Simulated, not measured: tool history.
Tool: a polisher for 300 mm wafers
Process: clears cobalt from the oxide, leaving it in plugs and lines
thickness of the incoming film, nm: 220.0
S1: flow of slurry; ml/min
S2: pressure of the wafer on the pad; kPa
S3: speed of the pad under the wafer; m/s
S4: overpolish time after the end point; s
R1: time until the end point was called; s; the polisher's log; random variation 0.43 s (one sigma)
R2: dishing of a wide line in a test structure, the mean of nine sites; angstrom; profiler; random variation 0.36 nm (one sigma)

{"run": 1, "hour": 0.0, "S1": 160, "S2": 15.2, "S3": 1.14, "S4": 10, "R1": 37.535, "R2": 391.62}
{"run": 2, "hour": 7.5, "S1": 160, "S2": 15.2, "S3": 1.14, "S4": 9, "R1": 38.546, "R2": 358.74}
{"run": 3, "hour": 8.4, "S1": 160, "S2": 11.7, "S3": 1.14, "S4": 9, "R1": 43.541, "R2": 323.86}
{"run": 4, "hour": 12.9, "S1": 160, "S2": 11.7, "S3": 1.18, "S4": 8, "R1": 42.209, "R2": 290.18}
{"run": 5, "hour": 14.6, "S1": 160, "S2": 11.7, "S3": 1.22, "S4": 7, "R1": 40.757, "R2": 281.72}
{"run": 6, "hour": 19.5, "S1": 160, "S2": 9.0, "S3": 1.22, "S4": 7, "R1": 47.59, "R2": 239.31}
{"run": 7, "hour": 20.8, "S1": 160, "S2": 9.0, "S3": 1.28, "S4": 6, "R1": 45.771, "R2": 224.6}
{"run": 8, "hour": 26.6, "S1": 160, "S2": 9.0, "S3": 1.32, "S4": 6, "R1": 45.1, "R2": 229.31}
{"run": 9, "hour": 30.9, "S1": 160, "S2": 9.0, "S3": 1.38, "S4": 6, "R1": 42.104, "R2": 238.26}
{"run": 10, "hour": 33.5, "S1": 160, "S2": 9.0, "S3": 1.42, "S4": 6, "R1": 42.449, "R2": 247.79}

The next listed run, before its measurement:
{"run": 11, "hour": 40.4, "S1": 175, "S2": 9.7, "S3": 1.4, "S4": 6, "R1": "?", "R2": "?"}

{"run 11": {"R1": 39.41, "R2": 253.16}}
